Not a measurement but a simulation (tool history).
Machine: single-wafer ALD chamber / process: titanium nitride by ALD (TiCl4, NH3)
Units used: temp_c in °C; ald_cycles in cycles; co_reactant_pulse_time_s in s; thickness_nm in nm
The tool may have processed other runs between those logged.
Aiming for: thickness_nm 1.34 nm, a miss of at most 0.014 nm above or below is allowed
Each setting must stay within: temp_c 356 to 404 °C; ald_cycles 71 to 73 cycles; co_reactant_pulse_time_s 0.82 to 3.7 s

Run 1, day 0: temp_c 380 °C, ald_cycles 71 cycles, co_reactant_pulse_time_s 2.26 s. Result: thickness_nm 1.5976 nm.
Run 2, day 0.221: temp_c 380 °C, ald_cycles 73 cycles, co_reactant_pulse_time_s 2.26 s. Result: thickness_nm 1.6396 nm.
Run 3, day 0.596: temp_c 387 °C, ald_cycles 73 cycles, co_reactant_pulse_time_s 2.26 s. Result: thickness_nm 1.6485 nm.
Run 4, day 0.879: temp_c 387 °C, ald_cycles 71 cycles, co_reactant_pulse_time_s 2.26 s. Result: thickness_nm 1.6044 nm.
Run 5, day 1.062: temp_c 383 °C, ald_cycles 71 cycles, co_reactant_pulse_time_s 2.1 s. Result: thickness_nm 1.5922 nm.
Run 6, day 1.342: temp_c 380 °C, ald_cycles 71 cycles, co_reactant_pulse_time_s 1.96 s. Result: thickness_nm 1.5722 nm.
Run 7, day 1.525: temp_c 377 °C, ald_cycles 71 cycles, co_reactant_pulse_time_s 1.83 s. Result: thickness_nm 1.5573 nm.
Run 8, day 1.804: temp_c 375 °C, ald_cycles 71 cycles, co_reactant_pulse_time_s 1.72 s. Result: thickness_nm 1.5433 nm.
Run 9, day 1.992: temp_c 373 °C, ald_cycles 71 cycles, co_reactant_pulse_time_s 1.62 s. Result: thickness_nm 1.5204 nm.
Run 10, day 2.05: temp_c 371 °C, ald_cycles 71 cycles, co_reactant_pulse_time_s 1.53 s. Result: thickness_nm 1.4939 nm.
Run 11, day 2.271: temp_c 369 °C, ald_cycles 71 cycles, co_reactant_pulse_time_s 1.45 s. Result: thickness_nm 1.4722 nm.

5 next moves are on the table. One of them brings every result within its allowed miss. Which?
Run A, day 2.492: temp_c 366 °C, ald_cycles 71 cycles, co_reactant_pulse_time_s 1.08 s. Result: thickness_nm ?.
Run B, day 2.492: temp_c 373 °C, ald_cycles 71 cycles, co_reactant_pulse_time_s 0.99 s. Result: thickness_nm ?.
Run C, day 2.492: temp_c 378 °C, ald_cycles 71 cycles, co_reactant_pulse_time_s 0.96 s. Result: thickness_nm ?.
Run D, day 2.492: temp_c 373 °C, ald_cycles 71 cycles, co_reactant_pulse_time_s 1 s. Result: thickness_nm ?.
Run E, day 2.492: temp_c 376 °C, ald_cycles 71 cycles, co_reactant_pulse_time_s 1.02 s. Result: thickness_nm ?.

move  thickness_nm
   A         1.309
   B        1.2892
   C        1.2939
   D        1.2984
   E        1.3356
A: takes the result that was furthest off past its target
B: takes the result that was furthest off past its target
C: takes the result that was furthest off past its target
D: takes the result that was furthest off past its target
E: all results in spec
Correct choice: E, which meets every target
